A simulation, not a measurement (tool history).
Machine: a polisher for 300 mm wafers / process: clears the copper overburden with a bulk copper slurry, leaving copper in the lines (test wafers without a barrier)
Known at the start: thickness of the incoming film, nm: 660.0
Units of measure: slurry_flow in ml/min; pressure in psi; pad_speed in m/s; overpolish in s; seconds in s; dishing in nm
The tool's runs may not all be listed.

{"run": 1, "hour": 0.0, "slurry_flow": 220, "pressure": 2.0, "pad_speed": 1.0, "slurry_solids": 1.0, "overpolish": 15, "seconds": 126.71, "dishing": 24.213}
{"run": 2, "hour": 8.8, "slurry_flow": 220, "pressure": 2.2, "pad_speed": 1.0, "slurry_solids": 1.0, "overpolish": 13, "seconds": 118.35, "dishing": 24.845}
{"run": 3, "hour": 16.6, "slurry_flow": 220, "pressure": 2.2, "pad_speed": 1.0, "slurry_solids": 0.9, "overpolish": 13, "seconds": 118.91, "dishing": 24.305}
{"run": 4, "hour": 19.8, "slurry_flow": 190, "pressure": 2.2, "pad_speed": 1.0, "slurry_solids": 0.9, "overpolish": 13, "seconds": 120.38, "dishing": 24.896}
{"run": 5, "hour": 27.0, "slurry_flow": 200, "pressure": 2.4, "pad_speed": 1.02, "slurry_solids": 0.9, "overpolish": 10, "seconds": 110.05, "dishing": 22.923}
{"run": 6, "hour": 32.5, "slurry_flow": 200, "pressure": 2.7, "pad_speed": 1.02, "slurry_solids": 0.9, "overpolish": 10, "seconds": 94.867, "dishing": 24.295}

Run 7 has not been measured yet. What should we expect?
{"run": 7, "hour": 34.0, "slurry_flow": 200, "pressure": 2.8, "pad_speed": 1.02, "slurry_solids": 0.9, "overpolish": 10, "seconds": "?", "dishing": "?"}

{"run 7": {"seconds": 91.909, "dishing": 24.516}}
